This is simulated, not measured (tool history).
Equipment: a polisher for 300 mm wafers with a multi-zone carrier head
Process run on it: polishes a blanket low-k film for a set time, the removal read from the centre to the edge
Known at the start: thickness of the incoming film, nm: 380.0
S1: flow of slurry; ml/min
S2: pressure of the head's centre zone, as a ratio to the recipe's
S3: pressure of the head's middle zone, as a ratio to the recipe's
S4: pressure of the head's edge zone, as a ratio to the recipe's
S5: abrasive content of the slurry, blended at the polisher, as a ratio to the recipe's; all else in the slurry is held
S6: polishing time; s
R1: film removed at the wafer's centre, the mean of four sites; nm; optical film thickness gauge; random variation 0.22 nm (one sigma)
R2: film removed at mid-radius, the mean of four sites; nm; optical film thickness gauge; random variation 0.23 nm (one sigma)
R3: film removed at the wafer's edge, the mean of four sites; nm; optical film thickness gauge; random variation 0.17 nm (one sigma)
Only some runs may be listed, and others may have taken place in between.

run 1 hour=0 | S1=275 S2=1 S3=1 S4=1 S5=1 S6=34 | R1=11.621 R2=11.472 R3=11.282
run 2 hour=5.5 | S1=275 S2=1 S3=1.01 S4=1.03 S5=1.15 S6=35 | R1=12.692 R2=12.229 R3=12.491
run 3 hour=6.1 | S1=275 S2=1 S3=1.01 S4=1 S5=1.15 S6=35 | R1=12.465 R2=12.851 R3=12.134
run 4 hour=13.2 | S1=275 S2=1 S3=1.03 S4=1.04 S5=1.25 S6=36 | R1=13.32 R2=13.516 R3=13.058
run 5 hour=16.2 | S1=275 S2=0.99 S3=1.03 S4=1.06 S5=1.3 S6=37 | R1=13.396 R2=13.871 R3=13.617
run 6 hour=17.5 | S1=275 S2=1 S3=1.03 S4=1.08 S5=1.35 S6=38 | R1=14.472 R2=14.46 R3=14.677

Run 7 comes next. What will it give?
run 7 hour=20.3 | S1=275 S2=1 S3=1.05 S4=1.1 S5=1.4 S6=39 | R1=? R2=? R3=?

{"run 7": {"R1": 14.641, "R2": 15.442, "R3": 15.485}}

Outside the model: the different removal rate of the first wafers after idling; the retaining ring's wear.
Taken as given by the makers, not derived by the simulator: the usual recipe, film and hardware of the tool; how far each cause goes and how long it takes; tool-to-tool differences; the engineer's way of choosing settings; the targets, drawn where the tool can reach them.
